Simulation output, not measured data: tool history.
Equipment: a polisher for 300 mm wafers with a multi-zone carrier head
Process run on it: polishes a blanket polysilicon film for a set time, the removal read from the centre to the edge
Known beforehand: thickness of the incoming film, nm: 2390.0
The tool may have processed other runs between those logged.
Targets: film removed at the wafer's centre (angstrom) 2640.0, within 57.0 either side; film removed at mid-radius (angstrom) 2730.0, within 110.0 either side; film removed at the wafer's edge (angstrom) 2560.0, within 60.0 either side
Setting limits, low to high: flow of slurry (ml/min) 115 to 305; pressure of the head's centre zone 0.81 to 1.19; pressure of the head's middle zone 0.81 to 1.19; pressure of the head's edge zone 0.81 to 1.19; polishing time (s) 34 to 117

| run | day | flow of slurry (ml/min) | pressure of the head's centre zone | pressure of the head's middle zone | pressure of the head's edge zone | polishing time (s) | film removed at the wafer's centre (angstrom) | film removed at mid-radius (angstrom) | film removed at the wafer's edge (angstrom) |
|---|---|---|---|---|---|---|---|---|---|
| 1 | 0.000 | 195 | 1.00 | 1.00 | 1.00 | 75 | 3817.7 | 3768.7 | 3879.9 |
| 2 | 0.121 | 220 | 1.00 | 1.00 | 1.00 | 75 | 3891.1 | 3898.7 | 3863.2 |
| 3 | 0.421 | 230 | 0.99 | 0.98 | 0.98 | 70 | 3622.7 | 3594.2 | 3618.5 |
| 4 | 0.771 | 180 | 0.99 | 0.98 | 0.98 | 70 | 3464.3 | 3518.9 | 3586.0 |
| 5 | 0.908 | 195 | 0.99 | 0.97 | 0.96 | 66 | 3305.3 | 3348.9 | 3301.2 |
| 6 | 0.938 | 175 | 0.99 | 0.97 | 0.96 | 66 | 3237.3 | 3311.9 | 3328.1 |
| 7 | 0.992 | 185 | 0.98 | 0.96 | 0.94 | 63 | 3138.3 | 3097.3 | 3131.1 |
| 8 | 1.338 | 185 | 0.97 | 0.96 | 0.92 | 62 | 2999.4 | 3070.1 | 3099.3 |
| 9 | 1.654 | 190 | 0.97 | 0.97 | 0.91 | 60 | 2975.5 | 3047.1 | 2922.0 |
| 10 | 1.804 | 185 | 0.97 | 0.96 | 0.89 | 59 | 2894.2 | 2903.1 | 2832.5 |
| 11 | 1.829 | 180 | 0.97 | 0.96 | 0.88 | 59 | 2916.2 | 2898.8 | 2892.8 |

4 next moves are on the table. One of them brings every result within its allowed miss. Which?
| A | 1.854 | 215 | 0.95 | 0.98 | 0.83 | 54 | ? | ? | ? |
| B | 1.854 | 300 | 1.19 | 1.06 | 0.81 | 49 | ? | ? | ? |
| C | 1.854 | 125 | 0.85 | 1.00 | 0.86 | 61 | ? | ? | ? |
| D | 1.854 | 285 | 0.98 | 1.19 | 0.95 | 47 | ? | ? | ? |

| move | film removed at the wafer's centre (angstrom) | film removed at mid-radius (angstrom) | film removed at the wafer's edge (angstrom) |
|---|---|---|---|
| A | 2662.6 | 2779.2 | 2552.9 |
| B | 3118.8 | 2782.1 | 2346.7 |
| C | 2501.8 | 2983.1 | 2786.7 |
| D | 2468.4 | 2936.3 | 2406.9 |
A: in spec on every target
B: moves the result that the last run missed by most past its target, out the other side
C: nearer the targets than the last run, but a result is still out of spec
D: moves the result that the last run missed by most past its target, out the other side
The right move is A.
